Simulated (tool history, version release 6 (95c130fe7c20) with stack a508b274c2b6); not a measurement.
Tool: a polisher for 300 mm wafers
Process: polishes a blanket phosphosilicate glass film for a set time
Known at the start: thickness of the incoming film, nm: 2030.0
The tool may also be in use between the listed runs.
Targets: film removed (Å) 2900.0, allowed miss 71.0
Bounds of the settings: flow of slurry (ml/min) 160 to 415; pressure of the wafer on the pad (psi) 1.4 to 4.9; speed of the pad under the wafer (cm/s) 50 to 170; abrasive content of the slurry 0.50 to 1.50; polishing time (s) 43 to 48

| run | hour | flow of slurry (ml/min) | pressure of the wafer on the pad (psi) | speed of the pad under the wafer (cm/s) | abrasive content of the slurry | polishing time (s) | film removed (Å) |
|---|---|---|---|---|---|---|---|
| 1 | 0.0 | 265 | 3.1 | 110 | 1.00 | 48 | 3741.4 |
| 2 | 3.2 | 265 | 3.1 | 110 | 1.00 | 43 | 3344.9 |
| 3 | 9.0 | 255 | 2.9 | 110 | 1.00 | 43 | 3117.5 |
| 4 | 16.5 | 255 | 2.9 | 110 | 1.00 | 48 | 3501.0 |
| 5 | 19.4 | 255 | 2.9 | 110 | 1.00 | 48 | 3517.8 |
| 6 | 24.2 | 255 | 3.5 | 110 | 1.00 | 48 | 4171.4 |
| 7 | 31.2 | 240 | 2.6 | 108 | 1.00 | 48 | 3098.5 |
| 8 | 35.0 | 240 | 2.5 | 108 | 1.00 | 48 | 2989.8 |

Which of these 4 next moves meets every target?
| A | 38.8 | 230 | 2.5 | 124 | 1.15 | 43 | ? |
| B | 38.8 | 160 | 2.1 | 162 | 1.00 | 43 | ? |
| C | 38.8 | 225 | 2.9 | 98 | 1.00 | 47 | ? |
| D | 38.8 | 215 | 2.7 | 106 | 1.05 | 43 | ? |

| move | film removed (Å) |
|---|---|
| A | 3230.2 |
| B | 3060.0 |
| C | 3096.0 |
| D | 2892.1 |
A: further off than the last run
B: further off than the last run
C: further off than the last run
D: meets every target
Move D is the one to make.
